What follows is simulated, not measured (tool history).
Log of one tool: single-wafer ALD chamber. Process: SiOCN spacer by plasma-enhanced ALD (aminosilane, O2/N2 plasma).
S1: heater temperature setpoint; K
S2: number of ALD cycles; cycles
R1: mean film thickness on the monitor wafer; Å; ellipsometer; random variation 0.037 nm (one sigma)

run 1 day=0.000 | S1=653.15 S2=95 | R1=60.447
run 2 day=0.350 | S1=653.15 S2=100 | R1=63.581
run 3 day=0.612 | S1=653.15 S2=104 | R1=66.042
run 4 day=0.783 | S1=653.15 S2=107 | R1=68.370
run 5 day=1.004 | S1=661.15 S2=107 | R1=68.805
run 6 day=1.067 | S1=657.15 S2=107 | R1=68.389

Run 7 comes next. What will it give?
run 7 day=1.217 | S1=657.15 S2=109 | R1=?

R1: 68.640 Å

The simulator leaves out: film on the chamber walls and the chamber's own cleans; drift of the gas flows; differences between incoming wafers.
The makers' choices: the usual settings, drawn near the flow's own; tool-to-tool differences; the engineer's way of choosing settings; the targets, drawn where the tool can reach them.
